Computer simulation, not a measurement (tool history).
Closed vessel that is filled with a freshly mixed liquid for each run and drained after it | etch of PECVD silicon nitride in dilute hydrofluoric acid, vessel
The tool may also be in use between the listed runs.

| run | hour | temperature setpoint of the liquid (°C) | parts of water to one part of 49 % hydrofluoric acid (parts by volume) | time in the liquid (s) | thickness taken off the PECVD silicon nitride on a monitor wafer (nm) |
|---|---|---|---|---|---|
| 1 | 0.0 | 25.0 | 130 | 200 | 8.9394 |
| 2 | 7.1 | 25.0 | 105 | 200 | 11.2420 |
| 3 | 8.2 | 22.0 | 105 | 200 | 9.1699 |
| 4 | 14.3 | 24.5 | 105 | 200 | 10.7310 |
| 5 | 20.5 | 27.5 | 105 | 200 | 13.1950 |
| 6 | 25.2 | 29.5 | 105 | 200 | 14.9250 |

The next listed run, before its measurement:
| 7 | 30.8 | 30.0 | 105 | 200 | ? |

Run 7 came out at thickness taken off the PECVD silicon nitride on a monitor wafer (nm) 15.5150.
